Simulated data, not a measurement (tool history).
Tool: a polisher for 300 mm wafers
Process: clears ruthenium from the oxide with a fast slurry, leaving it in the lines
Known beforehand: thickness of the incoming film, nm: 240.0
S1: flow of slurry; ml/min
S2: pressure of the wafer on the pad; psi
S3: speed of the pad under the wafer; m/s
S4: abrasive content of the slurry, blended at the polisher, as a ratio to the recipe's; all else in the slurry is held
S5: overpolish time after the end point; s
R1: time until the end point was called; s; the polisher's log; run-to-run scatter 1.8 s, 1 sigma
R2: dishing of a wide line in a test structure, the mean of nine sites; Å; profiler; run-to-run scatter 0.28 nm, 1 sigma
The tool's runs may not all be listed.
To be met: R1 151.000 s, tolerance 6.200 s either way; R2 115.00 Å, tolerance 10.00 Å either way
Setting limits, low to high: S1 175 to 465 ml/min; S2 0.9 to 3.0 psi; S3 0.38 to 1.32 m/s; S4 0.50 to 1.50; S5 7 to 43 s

Run 1, hour 0.0: S1 295 ml/min, S2 1.9 psi, S3 0.84 m/s, S4 1.00, S5 22 s. Result: R1 84.735 s, R2 462.48 Å.
Run 2, hour 3.2: S1 295 ml/min, S2 1.7 psi, S3 0.80 m/s, S4 1.00, S5 18 s. Result: R1 99.260 s, R2 343.84 Å.
Run 3, hour 10.2: S1 300 ml/min, S2 1.5 psi, S3 0.78 m/s, S4 1.05, S5 15 s. Result: R1 113.700 s, R2 281.29 Å.
Run 4, hour 10.9: S1 300 ml/min, S2 1.3 psi, S3 0.78 m/s, S4 1.05, S5 15 s. Result: R1 129.410 s, R2 236.45 Å.
Run 5, hour 18.4: S1 285 ml/min, S2 1.2 psi, S3 0.84 m/s, S4 0.90, S5 13 s. Result: R1 141.580 s, R2 185.08 Å.
Run 6, hour 25.7: S1 285 ml/min, S2 0.9 psi, S3 0.84 m/s, S4 0.90, S5 13 s. Result: R1 185.420 s, R2 153.61 Å.
Run 7, hour 28.6: S1 255 ml/min, S2 1.0 psi, S3 0.86 m/s, S4 0.80, S5 11 s. Result: R1 173.720 s, R2 133.38 Å.
Run 8, hour 33.3: S1 245 ml/min, S2 1.1 psi, S3 0.86 m/s, S4 0.75, S5 10 s. Result: R1 167.670 s, R2 123.29 Å.
Run 9, hour 39.8: S1 240 ml/min, S2 1.4 psi, S3 0.86 m/s, S4 0.70, S5 7 s. Result: R1 136.200 s, R2 109.86 Å.

Next run, 4 choices. One meets every target within its allowed miss, the rest don't. Which?
Run A, hour 46.3: S1 240 ml/min, S2 1.6 psi, S3 0.80 m/s, S4 0.70, S5 7 s. Result: R1 ?, R2 ?.
Run B, hour 46.3: S1 180 ml/min, S2 1.2 psi, S3 0.86 m/s, S4 0.85, S5 8 s. Result: R1 ?, R2 ?.
Run C, hour 46.3: S1 270 ml/min, S2 1.4 psi, S3 0.84 m/s, S4 0.70, S5 7 s. Result: R1 ?, R2 ?.
Run D, hour 46.3: S1 245 ml/min, S2 1.6 psi, S3 0.68 m/s, S4 0.85, S5 7 s. Result: R1 ?, R2 ?.

move       R1      R2
   A  130.030  115.05
   B  152.350  112.35
   C  140.380  106.94
   D  133.950  111.84
A: moves away from the targets compared with the last run
B: every result lands within tolerance
C: nearer than the last run, and not there yet
D: moves away from the targets compared with the last run
Move B is the one to make.

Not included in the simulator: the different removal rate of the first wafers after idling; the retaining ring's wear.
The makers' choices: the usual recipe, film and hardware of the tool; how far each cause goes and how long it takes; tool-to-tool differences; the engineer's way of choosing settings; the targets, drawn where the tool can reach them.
